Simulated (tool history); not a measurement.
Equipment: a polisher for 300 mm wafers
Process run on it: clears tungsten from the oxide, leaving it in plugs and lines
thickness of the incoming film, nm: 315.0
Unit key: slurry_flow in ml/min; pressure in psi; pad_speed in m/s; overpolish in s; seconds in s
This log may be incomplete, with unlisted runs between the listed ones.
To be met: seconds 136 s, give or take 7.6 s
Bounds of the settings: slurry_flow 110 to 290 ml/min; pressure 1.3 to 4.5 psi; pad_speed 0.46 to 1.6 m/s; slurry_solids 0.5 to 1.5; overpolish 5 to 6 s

{"run": 1, "day": 0.0, "slurry_flow": 185, "pressure": 2.9, "pad_speed": 1.02, "slurry_solids": 1, "overpolish": 6, "seconds": 101.68}
{"run": 2, "day": 0.242, "slurry_flow": 230, "pressure": 2.9, "pad_speed": 1.02, "slurry_solids": 1, "overpolish": 6, "seconds": 99.494}
{"run": 3, "day": 0.521, "slurry_flow": 230, "pressure": 2.8, "pad_speed": 1.02, "slurry_solids": 1, "overpolish": 6, "seconds": 102.89}
{"run": 4, "day": 0.771, "slurry_flow": 230, "pressure": 2.7, "pad_speed": 1.02, "slurry_solids": 1, "overpolish": 6, "seconds": 105.48}
{"run": 5, "day": 1.125, "slurry_flow": 230, "pressure": 2.6, "pad_speed": 1.02, "slurry_solids": 1, "overpolish": 6, "seconds": 109.43}
{"run": 6, "day": 1.496, "slurry_flow": 230, "pressure": 3.2, "pad_speed": 1.02, "slurry_solids": 1, "overpolish": 6, "seconds": 89.37}
{"run": 7, "day": 1.792, "slurry_flow": 230, "pressure": 3, "pad_speed": 1.02, "slurry_solids": 1, "overpolish": 6, "seconds": 94.028}
{"run": 8, "day": 1.842, "slurry_flow": 230, "pressure": 2.8, "pad_speed": 1.02, "slurry_solids": 1, "overpolish": 6, "seconds": 100.33}
{"run": 9, "day": 2.108, "slurry_flow": 230, "pressure": 2.6, "pad_speed": 1.02, "slurry_solids": 1, "overpolish": 6, "seconds": 111.38}
{"run": 10, "day": 2.429, "slurry_flow": 230, "pressure": 2.6, "pad_speed": 1.02, "slurry_solids": 1, "overpolish": 6, "seconds": 110.44}
{"run": 11, "day": 2.733, "slurry_flow": 230, "pressure": 2.5, "pad_speed": 1.02, "slurry_solids": 1, "overpolish": 6, "seconds": 115.62}
{"run": 12, "day": 2.817, "slurry_flow": 230, "pressure": 2, "pad_speed": 1, "slurry_solids": 1, "overpolish": 6, "seconds": 145.34}
{"run": 13, "day": 2.888, "slurry_flow": 230, "pressure": 2, "pad_speed": 1, "slurry_solids": 1, "overpolish": 6, "seconds": 142.38}

5 candidate next runs follow, results not yet known. Just one meets every target within its allowed miss. Identify it.
{"run": "A", "day": 2.958, "slurry_flow": 235, "pressure": 2.2, "pad_speed": 1.08, "slurry_solids": 0.9, "overpolish": 6, "seconds": "?"}
{"run": "B", "day": 2.958, "slurry_flow": 235, "pressure": 1.8, "pad_speed": 1.02, "slurry_solids": 0.65, "overpolish": 6, "seconds": "?"}
{"run": "C", "day": 2.958, "slurry_flow": 235, "pressure": 1.8, "pad_speed": 1.02, "slurry_solids": 1.1, "overpolish": 6, "seconds": "?"}
{"run": "D", "day": 2.958, "slurry_flow": 220, "pressure": 2.3, "pad_speed": 0.96, "slurry_solids": 0.9, "overpolish": 5, "seconds": "?"}
{"run": "E", "day": 2.958, "slurry_flow": 245, "pressure": 1.7, "pad_speed": 1.12, "slurry_solids": 0.95, "overpolish": 6, "seconds": "?"}

move=A seconds=126.25
move=B seconds=169.65
move=C seconds=156.47
move=D seconds=136.63
move=E seconds=153.88
A: carries the result that was furthest off beyond its target, to the other side
B: misses by more than the last run did
C: misses by more than the last run did
D: each result inside its tolerance
E: misses by more than the last run did
The move that meets every target is D.

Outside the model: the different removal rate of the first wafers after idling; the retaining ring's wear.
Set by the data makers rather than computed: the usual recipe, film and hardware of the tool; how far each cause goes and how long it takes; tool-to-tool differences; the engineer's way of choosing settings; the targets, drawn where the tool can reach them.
